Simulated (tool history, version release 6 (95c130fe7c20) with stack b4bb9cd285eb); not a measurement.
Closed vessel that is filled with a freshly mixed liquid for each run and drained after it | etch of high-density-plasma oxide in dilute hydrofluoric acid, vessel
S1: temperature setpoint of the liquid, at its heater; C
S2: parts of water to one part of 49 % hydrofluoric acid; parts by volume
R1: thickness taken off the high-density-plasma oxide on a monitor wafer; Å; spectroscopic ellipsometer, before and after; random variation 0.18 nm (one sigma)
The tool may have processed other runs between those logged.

{"run": 1, "hour": 0.0, "S1": 24, "S2": 275, "time in the liquid (s)": 490, "R1": 67.596}
{"run": 2, "hour": 8.8, "S1": 24, "S2": 275, "time in the liquid (s)": 370, "R1": 51.066}
{"run": 3, "hour": 15.5, "S1": 27.5, "S2": 275, "time in the liquid (s)": 370, "R1": 57.108}
{"run": 4, "hour": 17.4, "S1": 27.5, "S2": 275, "time in the liquid (s)": 490, "R1": 76.308}
{"run": 5, "hour": 21.7, "S1": 27.5, "S2": 200, "time in the liquid (s)": 490, "R1": 113.72}
{"run": 6, "hour": 27.6, "S1": 27.5, "S2": 145, "time in the liquid (s)": 490, "R1": 167.08}
{"run": 7, "hour": 32.8, "S1": 28.5, "S2": 140, "time in the liquid (s)": 490, "R1": 182.76}
{"run": 8, "hour": 41.7, "S1": 29.5, "S2": 140, "time in the liquid (s)": 490, "R1": 187.65}

What will run 9 give?
{"run": 9, "hour": 44.5, "S1": 30, "S2": 140, "time in the liquid (s)": 490, "R1": "?"}

R1: 190.64 Å
